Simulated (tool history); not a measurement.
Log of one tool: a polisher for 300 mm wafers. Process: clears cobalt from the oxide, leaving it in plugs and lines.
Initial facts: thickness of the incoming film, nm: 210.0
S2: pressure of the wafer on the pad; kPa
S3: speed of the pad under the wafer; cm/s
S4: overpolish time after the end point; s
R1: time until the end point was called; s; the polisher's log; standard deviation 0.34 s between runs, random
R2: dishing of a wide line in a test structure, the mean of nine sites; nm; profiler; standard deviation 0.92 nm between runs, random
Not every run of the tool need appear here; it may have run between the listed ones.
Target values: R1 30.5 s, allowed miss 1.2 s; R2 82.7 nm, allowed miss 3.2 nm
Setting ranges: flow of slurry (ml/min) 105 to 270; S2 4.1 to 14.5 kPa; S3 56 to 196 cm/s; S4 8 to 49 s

run 1 hour=0 | flow_of_slurry_(ml/min)=175 S2=9 S3=126 S4=25 | R1=43.437 R2=61.764
run 2 hour=6.1 | flow_of_slurry_(ml/min)=175 S2=9.7 S3=126 S4=26 | R1=41.916 R2=64.926
run 3 hour=7.2 | flow_of_slurry_(ml/min)=175 S2=9.7 S3=126 S4=21 | R1=41.53 R2=56.843
run 4 hour=11.4 | flow_of_slurry_(ml/min)=175 S2=10.3 S3=126 S4=23 | R1=38.819 R2=63.584
run 5 hour=13.1 | flow_of_slurry_(ml/min)=175 S2=11 S3=126 S4=24 | R1=36.869 R2=65.021
run 6 hour=21.5 | flow_of_slurry_(ml/min)=175 S2=11 S3=96 S4=24 | R1=46.426 R2=58.44
run 7 hour=29.7 | flow_of_slurry_(ml/min)=175 S2=11.7 S3=98 S4=25 | R1=43.172 R2=61.235
run 8 hour=36.6 | flow_of_slurry_(ml/min)=175 S2=12.4 S3=100 S4=26 | R1=40.928 R2=64.649

Exactly one of the 5 candidate moves below puts every result within its allowed miss. Which one?
run A hour=43.5 | flow_of_slurry_(ml/min)=230 S2=12.4 S3=116 S4=18 | R1=? R2=?
run B hour=43.5 | flow_of_slurry_(ml/min)=190 S2=14.5 S3=118 S4=41 | R1=? R2=?
run C hour=43.5 | flow_of_slurry_(ml/min)=205 S2=12.4 S3=148 S4=23 | R1=? R2=?
run D hour=43.5 | flow_of_slurry_(ml/min)=190 S2=13.8 S3=136 S4=26 | R1=? R2=?
run E hour=43.5 | flow_of_slurry_(ml/min)=205 S2=11 S3=60 S4=26 | R1=? R2=?

move=A R1=34.32 R2=58.831
move=B R1=30.32 R2=81.431
move=C R1=28.069 R2=71.643
move=D R1=27.92 R2=74.708
move=E R1=66.721 R2=49.728
A: closer than the last run, but not yet in spec
B: each result inside its tolerance
C: pushes the last run's worst result past its target
D: pushes the last run's worst result past its target
E: further off than the last run
Go with B: it meets all targets.

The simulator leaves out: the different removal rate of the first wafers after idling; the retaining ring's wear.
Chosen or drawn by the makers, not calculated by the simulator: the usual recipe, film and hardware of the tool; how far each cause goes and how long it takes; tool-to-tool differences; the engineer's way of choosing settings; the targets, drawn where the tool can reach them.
